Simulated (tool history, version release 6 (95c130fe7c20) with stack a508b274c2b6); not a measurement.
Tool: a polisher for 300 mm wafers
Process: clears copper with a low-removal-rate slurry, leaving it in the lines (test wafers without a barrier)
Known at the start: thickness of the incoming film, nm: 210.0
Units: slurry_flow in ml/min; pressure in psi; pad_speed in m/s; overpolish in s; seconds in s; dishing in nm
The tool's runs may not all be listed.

run    day  slurry_flow  pressure  pad_speed  slurry_solids  overpolish  seconds  dishing
  1      0          260       2.7       0.88              1          21   93.268   29.751
  2  0.104          285       2.7       0.88              1          21   96.162    29.94
  3  0.154          285       2.7       0.72              1          21   112.18   25.884
  4  0.238          285       2.8       0.72              1          21   111.54   25.774
  5  0.467          285       2.9       0.72              1          21   108.36    27.22
  6  0.621          285         3       0.72              1          20   103.83   26.757
  7  0.892          285       3.1       0.72              1          20   103.13   27.586
  8  1.158          285       3.2       0.72              1          20    101.8   27.989
  9  1.517          285       3.3       0.74              1          20   94.631    28.55
 10  1.812          285       3.4       0.74              1          20   93.196   28.377
 11  2.121          285       3.5       0.74              1          20   90.163   29.099
 12  2.392          285       3.5       0.74              1          20   91.573   29.914

Forecast run 13:
 13  2.421          285       3.6       0.74              1          20        ?        ?

{"run 13": {"seconds": 88.727, "dishing": 30.3}}
